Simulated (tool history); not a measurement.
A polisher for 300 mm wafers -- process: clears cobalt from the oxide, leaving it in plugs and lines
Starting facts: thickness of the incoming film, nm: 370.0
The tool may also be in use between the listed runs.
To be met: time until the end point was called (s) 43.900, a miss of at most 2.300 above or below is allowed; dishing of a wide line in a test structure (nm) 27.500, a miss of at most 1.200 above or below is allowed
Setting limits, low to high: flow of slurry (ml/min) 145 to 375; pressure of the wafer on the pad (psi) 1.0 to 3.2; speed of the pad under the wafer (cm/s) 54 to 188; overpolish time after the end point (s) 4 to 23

run	hour	flow of slurry (ml/min)	pressure of the wafer on the pad (psi)	speed of the pad under the wafer (cm/s)	overpolish time after the end point (s)	time until the end point was called (s)	dishing of a wide line in a test structure (nm)
1	0.0	240	2.1	120	12	62.727	45.695
2	3.0	240	2.1	108	12	69.703	43.003
3	9.2	205	2.1	108	12	70.931	42.179
4	16.7	195	2.2	108	11	66.912	41.883
5	25.5	185	2.2	112	10	64.757	39.221
6	29.5	185	2.2	142	10	50.271	45.845
7	35.9	180	2.2	144	9	52.008	42.850
8	39.6	175	2.2	144	8	52.765	40.756
9	42.6	170	2.3	142	7	50.242	37.040
10	48.2	175	2.4	136	7	50.305	37.784
11	52.0	170	2.5	130	7	50.201	37.006
12	58.0	165	2.6	126	7	51.614	37.475
13	66.2	175	2.6	126	7	50.879	37.744
14	68.8	170	2.7	124	7	50.126	37.991
15	74.1	165	2.7	122	7	51.902	37.995
16	80.7	195	2.5	130	7	50.880	37.709
17	89.1	190	2.6	128	7	49.056	37.812
18	93.0	220	2.6	124	7	48.909	37.430
19	94.0	290	2.5	112	4	55.737	22.702
20	98.4	290	2.6	112	4	53.246	23.177
21	106.3	285	2.7	112	4	51.727	24.269
22	112.0	285	2.8	112	4	50.420	24.690
23	119.2	285	2.9	112	4	47.714	25.154
24	128.0	285	3.1	114	5	43.885	31.727
25	131.3	285	3.1	114	5	45.380	31.776
26	137.8	295	3.1	114	5	43.266	32.505
27	138.4	365	2.7	112	4	51.769	24.848
28	140.3	360	2.8	112	4	49.472	24.794

Which of these 4 next moves meets every target?
A	142.2	350	2.7	130	4	?	?
B	142.2	375	3.1	102	4	?	?
C	142.2	375	2.7	96	5	?	?
D	142.2	375	2.8	102	4	?	?

move	time until the end point was called (s)	dishing of a wide line in a test structure (nm)
A	44.168	27.463
B	48.713	25.419
C	58.937	26.100
D	53.697	23.495
A: meets every target
B: moves toward the targets from the last run without getting all of them in spec
C: moves away from the targets compared with the last run
D: moves away from the targets compared with the last run
A is the move that brings every result within its allowed miss.

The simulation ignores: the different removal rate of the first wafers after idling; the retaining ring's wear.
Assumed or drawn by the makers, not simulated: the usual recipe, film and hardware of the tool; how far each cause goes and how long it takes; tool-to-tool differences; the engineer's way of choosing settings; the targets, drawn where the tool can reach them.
